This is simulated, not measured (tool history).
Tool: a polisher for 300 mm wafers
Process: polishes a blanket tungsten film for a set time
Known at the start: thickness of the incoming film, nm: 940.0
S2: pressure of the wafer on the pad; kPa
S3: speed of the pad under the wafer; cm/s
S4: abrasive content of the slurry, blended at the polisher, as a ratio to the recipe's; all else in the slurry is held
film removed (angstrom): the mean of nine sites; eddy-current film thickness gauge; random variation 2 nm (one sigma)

Run 1, day 0: flow of slurry (ml/min) 130, S2 33.1 kPa, S3 84 cm/s, S4 1, polishing time (s) 65. Result: film removed (angstrom) 3556.
Run 2, day 0.338: flow of slurry (ml/min) 130, S2 31 kPa, S3 84 cm/s, S4 1, polishing time (s) 65. Result: film removed (angstrom) 3324.7.
Run 3, day 0.492: flow of slurry (ml/min) 130, S2 29 kPa, S3 84 cm/s, S4 1, polishing time (s) 65. Result: film removed (angstrom) 3090.4.
Run 4, day 0.717: flow of slurry (ml/min) 130, S2 35.9 kPa, S3 84 cm/s, S4 1, polishing time (s) 65. Result: film removed (angstrom) 3821.1.
Run 5, day 1.012: flow of slurry (ml/min) 130, S2 33.1 kPa, S3 84 cm/s, S4 1, polishing time (s) 65. Result: film removed (angstrom) 3535.6.
Run 6, day 1.133: flow of slurry (ml/min) 110, S2 33.1 kPa, S3 84 cm/s, S4 1, polishing time (s) 65. Result: film removed (angstrom) 3401.7.
Run 7, day 1.354: flow of slurry (ml/min) 95, S2 23.4 kPa, S3 82 cm/s, S4 1, polishing time (s) 65. Result: film removed (angstrom) 2358.

The next listed run, before its measurement:
At day 1.617: slurry nozzle cleaned.
Run 8, day 1.617: flow of slurry (ml/min) 95, S2 22.8 kPa, S3 82 cm/s, S4 1, polishing time (s) 65. Result: film removed (angstrom) ?.

Run 8 gave film removed (angstrom) 2399.7.

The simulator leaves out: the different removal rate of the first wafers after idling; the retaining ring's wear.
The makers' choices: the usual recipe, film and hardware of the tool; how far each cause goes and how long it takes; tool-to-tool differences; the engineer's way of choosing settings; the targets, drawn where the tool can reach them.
